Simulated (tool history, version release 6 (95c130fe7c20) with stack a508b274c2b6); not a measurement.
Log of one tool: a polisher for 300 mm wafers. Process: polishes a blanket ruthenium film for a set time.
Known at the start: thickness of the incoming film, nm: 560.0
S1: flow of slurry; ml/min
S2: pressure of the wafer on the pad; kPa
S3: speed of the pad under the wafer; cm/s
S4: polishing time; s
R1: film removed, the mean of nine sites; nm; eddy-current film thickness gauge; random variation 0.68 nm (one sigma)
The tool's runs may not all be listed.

run	day	S1	S2	S3	S4	R1
1	0.000	245	15.9	100	114	142.07
2	0.254	245	15.9	100	119	146.69
3	0.517	200	15.9	100	119	142.06
4	0.679	195	15.2	100	119	136.37
5	0.829	195	15.2	84	119	117.73
6	0.988	190	14.5	84	119	113.03
7	1.117	185	14.5	84	119	112.21

Forecast run 8:
8	1.392	175	13.1	84	119	?

Run 8 gave R1 100.75 nm.
